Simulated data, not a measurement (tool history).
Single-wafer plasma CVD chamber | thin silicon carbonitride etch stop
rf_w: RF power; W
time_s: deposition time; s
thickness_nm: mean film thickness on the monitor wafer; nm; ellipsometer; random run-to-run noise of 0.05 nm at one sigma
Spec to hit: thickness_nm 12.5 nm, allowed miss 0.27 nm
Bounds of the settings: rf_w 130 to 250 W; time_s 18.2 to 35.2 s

run	hour	rf_w	time_s	thickness_nm
1	0	190	26.7	14.806
2	6.1	170	26.7	14.005
3	12.7	145	26.7	13.012
4	13.9	145	29	14.116
5	19.4	140	28.4	13.669
6	27.3	140	30	14.314
7	29.9	130	25.7	11.824
8	38.2	155	26.4	13.288

Consider the 5 candidate settings below. Which is the only one whose results all fall within their allowed miss of target?
A	46.5	155	26.6	?
B	46.5	155	25.9	?
C	46.5	150	28.6	?
D	46.5	150	25.1	?
E	46.5	185	24.3	?

move	thickness_nm
A	13.469
B	13.115
C	14.257
D	12.512
E	13.328
A: its largest miss is bigger than the last run's
B: nearer than the last run, and not there yet
C: its largest miss is bigger than the last run's
D: every result within its allowed miss
E: its largest miss is bigger than the last run's
The right move is D.
